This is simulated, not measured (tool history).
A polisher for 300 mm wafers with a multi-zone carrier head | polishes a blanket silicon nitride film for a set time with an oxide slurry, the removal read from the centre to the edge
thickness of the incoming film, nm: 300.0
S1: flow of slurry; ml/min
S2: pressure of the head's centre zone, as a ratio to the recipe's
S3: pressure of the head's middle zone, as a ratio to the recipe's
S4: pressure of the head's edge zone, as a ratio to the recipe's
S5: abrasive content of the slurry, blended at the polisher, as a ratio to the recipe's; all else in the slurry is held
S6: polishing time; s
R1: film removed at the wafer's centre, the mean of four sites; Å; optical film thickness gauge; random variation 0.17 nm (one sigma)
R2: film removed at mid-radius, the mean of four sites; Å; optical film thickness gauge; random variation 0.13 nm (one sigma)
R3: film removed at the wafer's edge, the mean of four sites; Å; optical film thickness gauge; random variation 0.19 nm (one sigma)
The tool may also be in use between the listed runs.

| run | day | S1 | S2 | S3 | S4 | S5 | S6 | R1 | R2 | R3 |
|---|---|---|---|---|---|---|---|---|---|---|
| 1 | 0 | 225 | 1 | 1 | 1 | 1 | 39 | 171.13 | 173.12 | 171.68 |
| 2 | 0.138 | 225 | 1 | 1 | 1 | 1 | 44 | 193.47 | 195.06 | 191.12 |
| 3 | 0.354 | 205 | 0.96 | 0.97 | 1.05 | 1 | 44 | 182.76 | 189.22 | 194.44 |
| 4 | 0.596 | 205 | 0.96 | 0.97 | 1.05 | 0.85 | 44 | 166.3 | 169.34 | 176.61 |
| 5 | 0.629 | 220 | 0.94 | 0.95 | 1.1 | 0.9 | 44 | 168.88 | 174.43 | 189.41 |
| 6 | 0.812 | 220 | 0.94 | 0.95 | 1.1 | 0.9 | 37 | 143.15 | 147.68 | 155.48 |

Run 7 comes next. What will it give?
| 7 | 0.892 | 235 | 0.92 | 0.92 | 1.13 | 1 | 38 | ? | ? | ? |

Run 7 gave R1 153.44 Å, R2 160.23 Å, R3 177.27 Å.

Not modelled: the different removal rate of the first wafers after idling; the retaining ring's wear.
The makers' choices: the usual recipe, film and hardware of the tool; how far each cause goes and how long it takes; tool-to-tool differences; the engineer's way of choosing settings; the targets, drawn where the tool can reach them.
